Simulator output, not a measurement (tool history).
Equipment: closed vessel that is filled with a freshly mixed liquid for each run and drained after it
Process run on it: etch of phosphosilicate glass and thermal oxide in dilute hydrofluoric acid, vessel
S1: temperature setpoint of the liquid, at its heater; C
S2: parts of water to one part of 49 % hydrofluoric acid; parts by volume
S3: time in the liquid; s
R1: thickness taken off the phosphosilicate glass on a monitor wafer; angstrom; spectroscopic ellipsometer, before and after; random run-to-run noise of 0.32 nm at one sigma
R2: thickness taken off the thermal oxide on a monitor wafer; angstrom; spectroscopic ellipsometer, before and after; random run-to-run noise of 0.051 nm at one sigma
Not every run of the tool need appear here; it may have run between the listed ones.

| run | hour | S1 | S2 | S3 | R1 | R2 |
|---|---|---|---|---|---|---|
| 1 | 0.0 | 25.0 | 175 | 60 | 651.28 | 16.630 |
| 2 | 2.9 | 26.5 | 175 | 60 | 687.27 | 16.993 |
| 3 | 8.9 | 26.5 | 115 | 60 | 1125.70 | 29.007 |
| 4 | 12.2 | 29.5 | 115 | 60 | 1268.60 | 33.412 |
| 5 | 13.0 | 28.0 | 115 | 60 | 1199.00 | 30.359 |
| 6 | 14.4 | 28.0 | 90 | 60 | 1587.00 | 40.164 |
| 7 | 16.2 | 26.0 | 95 | 60 | 1374.60 | 34.205 |
| 8 | 24.0 | 24.5 | 100 | 60 | 1235.80 | 32.847 |
| 9 | 30.5 | 23.5 | 105 | 60 | 1116.40 | 27.643 |
| 10 | 35.1 | 22.5 | 105 | 60 | 1063.10 | 27.124 |

Run 11 has not been measured yet. What should we expect?
| 11 | 35.9 | 22.0 | 105 | 60 | ? | ? |

{"run 11": {"R1": 1045.7, "R2": 28.323}}
